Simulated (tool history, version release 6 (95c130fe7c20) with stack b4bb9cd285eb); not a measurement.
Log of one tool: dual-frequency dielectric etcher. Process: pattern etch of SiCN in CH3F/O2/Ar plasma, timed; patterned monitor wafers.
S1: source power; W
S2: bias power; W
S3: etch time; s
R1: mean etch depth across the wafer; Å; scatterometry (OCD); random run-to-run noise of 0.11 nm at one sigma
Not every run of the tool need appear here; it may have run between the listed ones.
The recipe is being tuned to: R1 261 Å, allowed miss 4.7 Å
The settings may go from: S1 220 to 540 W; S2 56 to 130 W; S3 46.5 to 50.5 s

run,day,S1,S2,S3,R1
1,0,380,93,50.5,210.1
2,0.242,420,98,50.5,224.49
3,0.267,450,100,50.5,231.81
4,0.346,470,103,50.5,237.77
5,0.542,490,106,50.5,247.64
6,0.838,460,106,50.5,240.32
7,1.062,480,107,50.5,244.34
8,1.292,500,108,50.5,250.89
9,1.338,510,108,50.5,249.92
10,1.629,520,110,50.5,254.94

Exercise: of the 5 proposed moves below, exactly one satisfies all targets within the stated allowed misses. Which move is it?
A,1.921,540,112,50.5,?
B,1.921,520,116,47.5,?
C,1.921,540,107,49,?
D,1.921,520,106,49.5,?
E,1.921,480,119,48,?

move,R1
A,263.9
B,250.1
C,249.58
D,247.79
E,249.98
A: each result inside its tolerance
B: moves away from the targets compared with the last run
C: moves away from the targets compared with the last run
D: moves away from the targets compared with the last run
E: moves away from the targets compared with the last run
Answer: A
